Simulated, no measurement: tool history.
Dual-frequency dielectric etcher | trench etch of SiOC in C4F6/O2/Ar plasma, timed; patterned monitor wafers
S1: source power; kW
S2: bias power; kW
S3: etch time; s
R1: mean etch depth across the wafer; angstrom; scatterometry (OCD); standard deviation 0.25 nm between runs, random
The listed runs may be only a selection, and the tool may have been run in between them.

| run | hour | S1 | S2 | S3 | R1 |
|---|---|---|---|---|---|
| 1 | 0.0 | 0.330 | 0.237 | 16 | 328.31 |
| 2 | 8.3 | 0.330 | 0.197 | 16 | 307.33 |
| 3 | 9.6 | 0.360 | 0.205 | 16 | 319.56 |
| 4 | 15.7 | 0.390 | 0.205 | 16 | 330.69 |
| 5 | 20.2 | 0.390 | 0.205 | 17 | 350.41 |
| 6 | 21.2 | 0.390 | 0.189 | 17 | 342.42 |

Expected results for the next run?
| 7 | 24.5 | 0.390 | 0.189 | 17 | ? |

R1: 341.40 angstrom

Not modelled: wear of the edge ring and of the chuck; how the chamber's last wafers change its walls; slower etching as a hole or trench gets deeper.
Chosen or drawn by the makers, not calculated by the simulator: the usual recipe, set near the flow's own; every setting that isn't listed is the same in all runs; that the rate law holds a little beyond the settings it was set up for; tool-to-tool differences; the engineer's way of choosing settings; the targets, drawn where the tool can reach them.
